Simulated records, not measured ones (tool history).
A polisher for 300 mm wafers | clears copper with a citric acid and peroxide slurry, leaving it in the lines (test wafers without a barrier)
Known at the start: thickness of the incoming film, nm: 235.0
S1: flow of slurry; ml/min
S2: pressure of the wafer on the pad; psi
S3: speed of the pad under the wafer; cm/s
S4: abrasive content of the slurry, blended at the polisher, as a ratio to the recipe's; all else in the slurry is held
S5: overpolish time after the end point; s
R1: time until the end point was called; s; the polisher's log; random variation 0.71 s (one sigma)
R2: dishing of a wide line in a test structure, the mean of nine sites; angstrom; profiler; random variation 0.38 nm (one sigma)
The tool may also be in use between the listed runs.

run 1 hour=0 | S1=235 S2=2.9 S3=136 S4=1 S5=17 | R1=88.193 R2=250.09
run 2 hour=3.9 | S1=235 S2=3 S3=136 S4=1 S5=17 | R1=86.513 R2=251.32
run 3 hour=9 | S1=235 S2=3 S3=136 S4=1 S5=21 | R1=86.8 R2=300.04
run 4 hour=10.4 | S1=235 S2=3.1 S3=136 S4=1 S5=21 | R1=82.062 R2=311.23
-- hour=14.6 slurry blender recalibrated
run 5 hour=14.6 | S1=195 S2=3.1 S3=136 S4=1 S5=21 | R1=81.716 R2=306.96
run 6 hour=15.4 | S1=195 S2=3.1 S3=136 S4=1 S5=18 | R1=81.026 R2=272.67
run 7 hour=18 | S1=195 S2=3.2 S3=136 S4=1 S5=18 | R1=78.479 R2=286.12
run 8 hour=20.1 | S1=195 S2=3.3 S3=136 S4=1 S5=19 | R1=77.566 R2=293.63

Forecast run 9:
run 9 hour=23.8 | S1=195 S2=3.4 S3=136 S4=1 S5=20 | R1=? R2=?

{"run 9": {"R1": 76.007, "R2": 306.51}}

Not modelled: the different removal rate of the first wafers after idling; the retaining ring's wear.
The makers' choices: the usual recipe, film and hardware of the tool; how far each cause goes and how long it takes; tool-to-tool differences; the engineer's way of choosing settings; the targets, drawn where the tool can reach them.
